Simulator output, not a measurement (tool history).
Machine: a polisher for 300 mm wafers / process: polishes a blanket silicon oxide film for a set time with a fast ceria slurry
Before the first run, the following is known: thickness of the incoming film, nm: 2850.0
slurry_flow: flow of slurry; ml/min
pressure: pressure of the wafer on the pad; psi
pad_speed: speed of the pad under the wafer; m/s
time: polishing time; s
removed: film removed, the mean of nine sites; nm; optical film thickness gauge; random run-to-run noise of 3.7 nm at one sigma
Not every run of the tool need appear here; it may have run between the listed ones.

run,hour,slurry_flow,pressure,pad_speed,time,removed
1,0.0,300,1.9,0.90,68,574.55
2,3.9,300,1.7,0.90,68,527.05
3,9.5,300,1.5,0.88,68,469.20
4,12.5,300,1.5,0.88,68,471.07
5,17.1,300,1.5,0.78,68,416.04
6,20.7,300,1.8,0.78,68,476.66
7,24.7,300,1.7,0.78,68,468.00

Run 8 is up next; what results do you expect?
8,31.0,300,1.6,0.78,68,?

Run 8 measured removed 431.11 nm.

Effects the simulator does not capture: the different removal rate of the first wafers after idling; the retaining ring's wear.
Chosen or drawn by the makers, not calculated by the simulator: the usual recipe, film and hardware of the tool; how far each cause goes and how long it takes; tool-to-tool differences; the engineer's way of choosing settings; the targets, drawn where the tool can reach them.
